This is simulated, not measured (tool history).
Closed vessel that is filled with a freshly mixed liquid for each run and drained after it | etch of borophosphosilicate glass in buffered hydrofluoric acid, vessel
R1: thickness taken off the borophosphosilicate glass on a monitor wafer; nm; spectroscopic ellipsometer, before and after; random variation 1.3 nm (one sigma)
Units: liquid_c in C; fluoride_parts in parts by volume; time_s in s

{"run": 1, "hour": 0.0, "liquid_c": 21, "fluoride_parts": 10, "time_s": 100, "R1": 171.99}
{"run": 2, "hour": 2.9, "liquid_c": 20.5, "fluoride_parts": 10, "time_s": 100, "R1": 167.7}
{"run": 3, "hour": 10.7, "liquid_c": 20, "fluoride_parts": 10, "time_s": 100, "R1": 161.87}
{"run": 4, "hour": 14.9, "liquid_c": 20, "fluoride_parts": 7, "time_s": 100, "R1": 227.37}
{"run": 5, "hour": 23.0, "liquid_c": 19.5, "fluoride_parts": 7.5, "time_s": 100, "R1": 205.56}
{"run": 6, "hour": 26.3, "liquid_c": 19, "fluoride_parts": 8, "time_s": 100, "R1": 186.1}
{"run": 7, "hour": 34.6, "liquid_c": 18, "fluoride_parts": 9, "time_s": 100, "R1": 154.15}

The next listed run, before its measurement:
{"run": 8, "hour": 39.9, "liquid_c": 17.5, "fluoride_parts": 9.5, "time_s": 100, "R1": "?"}

Run 8 gave R1 145.2 nm.
